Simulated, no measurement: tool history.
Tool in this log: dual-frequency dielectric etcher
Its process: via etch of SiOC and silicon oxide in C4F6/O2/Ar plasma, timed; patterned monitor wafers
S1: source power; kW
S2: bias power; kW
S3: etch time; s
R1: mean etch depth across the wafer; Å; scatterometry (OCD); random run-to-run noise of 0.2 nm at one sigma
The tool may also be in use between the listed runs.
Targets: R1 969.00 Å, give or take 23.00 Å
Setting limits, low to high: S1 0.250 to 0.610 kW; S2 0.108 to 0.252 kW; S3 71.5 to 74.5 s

Run 1, hour 0.0: S1 0.430 kW, S2 0.180 kW, S3 71.5 s. Result: R1 859.76 Å.
Run 2, hour 8.0: S1 0.430 kW, S2 0.180 kW, S3 71.5 s. Result: R1 861.32 Å.
Run 3, hour 13.2: S1 0.430 kW, S2 0.149 kW, S3 71.5 s. Result: R1 800.02 Å.
Run 4, hour 18.1: S1 0.470 kW, S2 0.149 kW, S3 71.5 s. Result: R1 823.36 Å.
Run 5, hour 22.3: S1 0.400 kW, S2 0.149 kW, S3 71.5 s. Result: R1 781.98 Å.
Run 6, hour 27.7: S1 0.420 kW, S2 0.154 kW, S3 71.5 s. Result: R1 804.25 Å.
Run 7, hour 33.5: S1 0.440 kW, S2 0.158 kW, S3 71.5 s. Result: R1 824.66 Å.
Run 8, hour 35.3: S1 0.460 kW, S2 0.161 kW, S3 71.5 s. Result: R1 843.13 Å.
Run 9, hour 37.4: S1 0.470 kW, S2 0.164 kW, S3 71.5 s. Result: R1 853.96 Å.
Run 10, hour 44.3: S1 0.480 kW, S2 0.167 kW, S3 71.5 s. Result: R1 866.07 Å.
Run 11, hour 48.8: S1 0.490 kW, S2 0.169 kW, S3 71.5 s. Result: R1 879.09 Å.
Run 12, hour 49.6: S1 0.500 kW, S2 0.170 kW, S3 71.5 s. Result: R1 885.75 Å.

Pick the move, out of 5, that brings all results within their allowed miss; only one does.
Run A, hour 50.4: S1 0.560 kW, S2 0.190 kW, S3 73.0 s. Result: R1 ?.
Run B, hour 50.4: S1 0.390 kW, S2 0.173 kW, S3 71.5 s. Result: R1 ?.
Run C, hour 50.4: S1 0.470 kW, S2 0.170 kW, S3 71.5 s. Result: R1 ?.
Run D, hour 50.4: S1 0.500 kW, S2 0.164 kW, S3 73.5 s. Result: R1 ?.
Run E, hour 50.4: S1 0.520 kW, S2 0.155 kW, S3 72.5 s. Result: R1 ?.

move      R1
   A  977.73
   B  824.40
   C  866.73
   D  895.60
   E  874.74
A: all results in spec
B: misses by more than the last run did
C: misses by more than the last run did
D: an improvement on the last run, though not all results are within tolerance
E: misses by more than the last run did
A is the move that brings every result within its allowed miss.

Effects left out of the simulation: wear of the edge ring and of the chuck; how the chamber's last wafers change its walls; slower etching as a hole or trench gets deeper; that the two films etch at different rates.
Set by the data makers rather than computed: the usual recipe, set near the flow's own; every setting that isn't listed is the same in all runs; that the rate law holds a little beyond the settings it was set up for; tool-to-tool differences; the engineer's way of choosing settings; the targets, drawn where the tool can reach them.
